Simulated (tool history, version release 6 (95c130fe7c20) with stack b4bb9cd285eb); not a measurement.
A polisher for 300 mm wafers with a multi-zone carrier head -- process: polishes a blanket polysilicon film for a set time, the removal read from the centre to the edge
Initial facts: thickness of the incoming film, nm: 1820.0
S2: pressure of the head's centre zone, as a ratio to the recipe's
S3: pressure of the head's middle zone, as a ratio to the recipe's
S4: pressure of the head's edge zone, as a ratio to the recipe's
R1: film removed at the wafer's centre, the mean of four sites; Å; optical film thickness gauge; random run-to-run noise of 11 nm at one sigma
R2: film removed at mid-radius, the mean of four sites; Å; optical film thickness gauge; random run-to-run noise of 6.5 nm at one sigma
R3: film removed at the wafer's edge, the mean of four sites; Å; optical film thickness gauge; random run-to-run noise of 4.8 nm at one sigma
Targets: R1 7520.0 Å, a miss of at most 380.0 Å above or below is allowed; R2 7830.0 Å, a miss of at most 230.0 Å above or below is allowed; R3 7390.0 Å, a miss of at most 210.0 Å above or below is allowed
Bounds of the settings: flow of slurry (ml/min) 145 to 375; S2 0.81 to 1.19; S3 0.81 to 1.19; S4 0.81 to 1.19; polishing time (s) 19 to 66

{"run": 1, "day": 0.0, "flow of slurry (ml/min)": 240, "S2": 1.0, "S3": 1.0, "S4": 1.0, "polishing time (s)": 42, "R1": 5878.5, "R2": 5505.8, "R3": 5598.3}
{"run": 2, "day": 0.312, "flow of slurry (ml/min)": 245, "S2": 1.0, "S3": 1.03, "S4": 1.02, "polishing time (s)": 43, "R1": 5927.9, "R2": 5959.8, "R3": 5724.2}
{"run": 3, "day": 0.633, "flow of slurry (ml/min)": 245, "S2": 0.97, "S3": 1.03, "S4": 1.02, "polishing time (s)": 43, "R1": 5892.2, "R2": 5801.5, "R3": 5750.0}
{"run": 4, "day": 1.008, "flow of slurry (ml/min)": 250, "S2": 0.98, "S3": 1.04, "S4": 1.04, "polishing time (s)": 44, "R1": 6143.4, "R2": 5934.3, "R3": 5974.7}
{"run": 5, "day": 1.138, "flow of slurry (ml/min)": 250, "S2": 0.98, "S3": 0.97, "S4": 1.04, "polishing time (s)": 44, "R1": 5987.5, "R2": 5662.1, "R3": 5843.6}
{"run": 6, "day": 1.492, "flow of slurry (ml/min)": 250, "S2": 0.92, "S3": 0.97, "S4": 1.04, "polishing time (s)": 44, "R1": 5731.3, "R2": 5624.2, "R3": 5934.0}
{"run": 7, "day": 1.696, "flow of slurry (ml/min)": 255, "S2": 0.93, "S3": 0.99, "S4": 1.05, "polishing time (s)": 45, "R1": 5989.9, "R2": 5928.2, "R3": 6075.8}
{"run": 8, "day": 1.842, "flow of slurry (ml/min)": 255, "S2": 0.94, "S3": 1.01, "S4": 1.06, "polishing time (s)": 46, "R1": 6152.5, "R2": 6180.9, "R3": 6261.8}
{"run": 9, "day": 2.046, "flow of slurry (ml/min)": 255, "S2": 0.95, "S3": 1.02, "S4": 1.07, "polishing time (s)": 47, "R1": 6381.9, "R2": 6402.0, "R3": 6401.6}
{"run": 10, "day": 2.408, "flow of slurry (ml/min)": 255, "S2": 0.95, "S3": 1.03, "S4": 1.08, "polishing time (s)": 48, "R1": 6517.2, "R2": 6554.8, "R3": 6605.3}
{"run": 11, "day": 2.75, "flow of slurry (ml/min)": 255, "S2": 0.95, "S3": 1.03, "S4": 1.08, "polishing time (s)": 48, "R1": 6448.5, "R2": 6544.9, "R3": 6547.4}

Below are 5 possible settings for the next run. Only one of them brings all results inside the allowed miss of their targets. Which is it?
{"run": "A", "day": 3.092, "flow of slurry (ml/min)": 185, "S2": 0.92, "S3": 0.92, "S4": 1.07, "polishing time (s)": 60, "R1": "?", "R2": "?", "R3": "?"}
{"run": "B", "day": 3.092, "flow of slurry (ml/min)": 215, "S2": 0.81, "S3": 1.05, "S4": 1.12, "polishing time (s)": 58, "R1": "?", "R2": "?", "R3": "?"}
{"run": "C", "day": 3.092, "flow of slurry (ml/min)": 270, "S2": 0.89, "S3": 1.12, "S4": 1.1, "polishing time (s)": 53, "R1": "?", "R2": "?", "R3": "?"}
{"run": "D", "day": 3.092, "flow of slurry (ml/min)": 305, "S2": 1.03, "S3": 1.13, "S4": 1.14, "polishing time (s)": 52, "R1": "?", "R2": "?", "R3": "?"}
{"run": "E", "day": 3.092, "flow of slurry (ml/min)": 200, "S2": 0.92, "S3": 1.01, "S4": 1.07, "polishing time (s)": 55, "R1": "?", "R2": "?", "R3": "?"}

move=A R1=7674.2 R2=7069.7 R3=7910.0
move=B R1=7066.2 R2=7833.3 R3=7944.5
move=C R1=7073.0 R2=7793.8 R3=7356.3
move=D R1=7724.3 R2=7803.4 R3=7414.9
move=E R1=7146.6 R2=7103.7 R3=7314.4
A: an improvement on the last run, though not all results are within tolerance
B: puts the biggest miss on target and leaves a different result outside tolerance
C: puts the biggest miss on target and leaves a different result outside tolerance
D: hits every target within its allowed miss
E: an improvement on the last run, though not all results are within tolerance
So the answer is move D, the one that meets all the targets.
